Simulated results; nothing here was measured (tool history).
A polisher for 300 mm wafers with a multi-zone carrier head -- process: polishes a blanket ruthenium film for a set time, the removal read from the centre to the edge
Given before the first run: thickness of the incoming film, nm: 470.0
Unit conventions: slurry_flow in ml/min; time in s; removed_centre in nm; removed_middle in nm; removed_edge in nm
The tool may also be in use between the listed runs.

| run | hour | slurry_flow | centre_zone | middle_zone | edge_zone | time | removed_centre | removed_middle | removed_edge |
|---|---|---|---|---|---|---|---|---|---|
| 1 | 0.0 | 150 | 1.00 | 1.00 | 1.00 | 54 | 52.394 | 51.706 | 50.209 |
| 2 | 8.0 | 140 | 0.97 | 0.99 | 1.01 | 50 | 46.621 | 46.758 | 46.192 |
| 3 | 16.3 | 140 | 0.89 | 0.99 | 1.01 | 50 | 41.338 | 47.598 | 45.911 |
| 4 | 25.0 | 140 | 0.89 | 0.93 | 1.01 | 50 | 42.350 | 45.179 | 46.637 |
| 5 | 26.0 | 140 | 0.89 | 0.93 | 1.01 | 57 | 48.496 | 50.513 | 53.955 |
| 6 | 32.3 | 140 | 0.93 | 0.93 | 1.01 | 57 | 50.735 | 51.205 | 54.446 |
| 7 | 36.0 | 140 | 0.93 | 0.93 | 1.01 | 57 | 49.965 | 50.348 | 51.618 |
| 8 | 38.0 | 135 | 0.91 | 0.92 | 1.01 | 52 | 44.561 | 45.617 | 47.971 |

Forecast run 9:
| 9 | 44.2 | 95 | 0.81 | 0.88 | 0.91 | 37 | ? | ? | ? |

{"run 9": {"removed_centre": 24.755, "removed_middle": 28.488, "removed_edge": 30.572}}

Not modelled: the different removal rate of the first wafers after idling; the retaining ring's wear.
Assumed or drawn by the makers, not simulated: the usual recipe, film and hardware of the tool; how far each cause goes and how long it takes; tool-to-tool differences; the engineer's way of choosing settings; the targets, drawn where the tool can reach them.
